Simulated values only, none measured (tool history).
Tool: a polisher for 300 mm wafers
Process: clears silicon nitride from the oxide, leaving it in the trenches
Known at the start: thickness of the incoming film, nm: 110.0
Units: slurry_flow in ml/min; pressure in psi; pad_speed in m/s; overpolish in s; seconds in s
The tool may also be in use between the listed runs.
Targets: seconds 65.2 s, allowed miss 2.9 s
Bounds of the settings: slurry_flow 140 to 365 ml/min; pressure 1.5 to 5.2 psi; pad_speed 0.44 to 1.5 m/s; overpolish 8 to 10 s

Run 1, hour 0: slurry_flow 235 ml/min, pressure 3.3 psi, pad_speed 0.96 m/s, overpolish 10 s. Result: seconds 110.04 s.
Run 2, hour 4: slurry_flow 235 ml/min, pressure 2.6 psi, pad_speed 0.96 m/s, overpolish 10 s. Result: seconds 132.18 s.
Run 3, hour 8.1: slurry_flow 235 ml/min, pressure 2.6 psi, pad_speed 0.8 m/s, overpolish 10 s. Result: seconds 162.01 s.
Run 4, hour 10.6: slurry_flow 195 ml/min, pressure 2.6 psi, pad_speed 0.8 m/s, overpolish 10 s. Result: seconds 161.21 s.
Run 5, hour 15.5: slurry_flow 195 ml/min, pressure 3.2 psi, pad_speed 0.84 m/s, overpolish 10 s. Result: seconds 127.94 s.
Run 6, hour 24.1: slurry_flow 195 ml/min, pressure 3.2 psi, pad_speed 0.66 m/s, overpolish 10 s. Result: seconds 161.96 s.
Run 7, hour 26: slurry_flow 195 ml/min, pressure 3.2 psi, pad_speed 0.66 m/s, overpolish 10 s. Result: seconds 163.04 s.
Run 8, hour 27.4: slurry_flow 205 ml/min, pressure 4.2 psi, pad_speed 0.94 m/s, overpolish 10 s. Result: seconds 89.436 s.
Run 9, hour 28.4: slurry_flow 205 ml/min, pressure 5.2 psi, pad_speed 0.96 m/s, overpolish 10 s. Result: seconds 68.782 s.
Run 10, hour 36: slurry_flow 205 ml/min, pressure 5.2 psi, pad_speed 0.98 m/s, overpolish 10 s. Result: seconds 68.096 s.

4 next moves are on the table. One of them brings every result within its allowed miss. Which?
Run A, hour 43.6: slurry_flow 200 ml/min, pressure 5 psi, pad_speed 1.08 m/s, overpolish 8 s. Result: seconds ?.
Run B, hour 43.6: slurry_flow 210 ml/min, pressure 5.1 psi, pad_speed 0.94 m/s, overpolish 10 s. Result: seconds ?.
Run C, hour 43.6: slurry_flow 205 ml/min, pressure 4.3 psi, pad_speed 1.04 m/s, overpolish 10 s. Result: seconds ?.
Run D, hour 43.6: slurry_flow 225 ml/min, pressure 5.1 psi, pad_speed 0.94 m/s, overpolish 10 s. Result: seconds ?.

move  seconds
   A   64.669
   B   72.228
   C   77.561
   D   71.744
A: meets every target
B: further off than the last run
C: further off than the last run
D: further off than the last run
Move A is the one to make.
